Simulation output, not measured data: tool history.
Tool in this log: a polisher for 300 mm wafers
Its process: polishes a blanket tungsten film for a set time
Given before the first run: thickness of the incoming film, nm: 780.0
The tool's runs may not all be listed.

| run | hour | flow of slurry (ml/min) | pressure of the wafer on the pad (psi) | speed of the pad under the wafer (m/s) | abrasive content of the slurry | polishing time (s) | film removed (angstrom) |
|---|---|---|---|---|---|---|---|
| 1 | 0.0 | 290 | 3.3 | 1.20 | 1.0 | 36 | 2017.1 |
| 2 | 1.9 | 290 | 3.3 | 1.20 | 1.1 | 36 | 2071.8 |
| 3 | 3.5 | 290 | 2.9 | 1.18 | 1.1 | 36 | 1767.5 |
| 4 | 7.9 | 220 | 2.9 | 1.18 | 1.1 | 36 | 1728.2 |
| 5 | 15.9 | 220 | 2.6 | 1.18 | 1.1 | 36 | 1584.5 |
| 6 | 17.9 | 220 | 2.3 | 1.18 | 1.1 | 36 | 1379.3 |

For run 7, what comes out?
| 7 | 19.4 | 220 | 1.7 | 1.16 | 1.1 | 36 | ? |

Run 7 measured film removed (angstrom) 1026.7.
